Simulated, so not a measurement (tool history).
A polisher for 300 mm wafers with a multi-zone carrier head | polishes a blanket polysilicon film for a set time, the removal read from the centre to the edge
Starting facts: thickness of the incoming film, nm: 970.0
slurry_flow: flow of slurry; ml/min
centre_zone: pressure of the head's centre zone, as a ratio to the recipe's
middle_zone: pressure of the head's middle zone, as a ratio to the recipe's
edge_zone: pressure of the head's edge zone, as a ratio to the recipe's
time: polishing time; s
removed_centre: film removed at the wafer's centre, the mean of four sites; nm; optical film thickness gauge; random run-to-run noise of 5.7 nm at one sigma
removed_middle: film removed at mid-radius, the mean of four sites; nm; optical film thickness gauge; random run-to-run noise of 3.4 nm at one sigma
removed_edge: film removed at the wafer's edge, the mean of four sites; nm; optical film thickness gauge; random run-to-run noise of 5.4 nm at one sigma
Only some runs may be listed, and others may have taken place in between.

run  hour  slurry_flow  centre_zone  middle_zone  edge_zone  time  removed_centre  removed_middle  removed_edge
  1     0          220            1            1          1    76          319.19          319.32        310.79
  2   2.5          220            1         1.05          1    76          323.65          339.14        312.26
  3   8.2          220            1         1.05          1    83          352.64          364.33        335.64
  4  14.8          220            1         1.05       1.08    83          345.94          367.07        345.65
  5  15.6          220         0.96         1.05       1.08    83          331.75          368.77        359.24
  6  24.5          220         0.96         1.13       1.08    83          335.93           390.5        355.29
  7  29.8          225         0.97         1.11       1.09    85          350.76          394.09        368.32

Run 8, settings as shown, results not yet in. Your forecast:
  8  37.5          235         0.98         1.09        1.1    86               ?               ?             ?

removed_centre: 357.32 nm
removed_middle: 392.95 nm
removed_edge: 376.45 nm

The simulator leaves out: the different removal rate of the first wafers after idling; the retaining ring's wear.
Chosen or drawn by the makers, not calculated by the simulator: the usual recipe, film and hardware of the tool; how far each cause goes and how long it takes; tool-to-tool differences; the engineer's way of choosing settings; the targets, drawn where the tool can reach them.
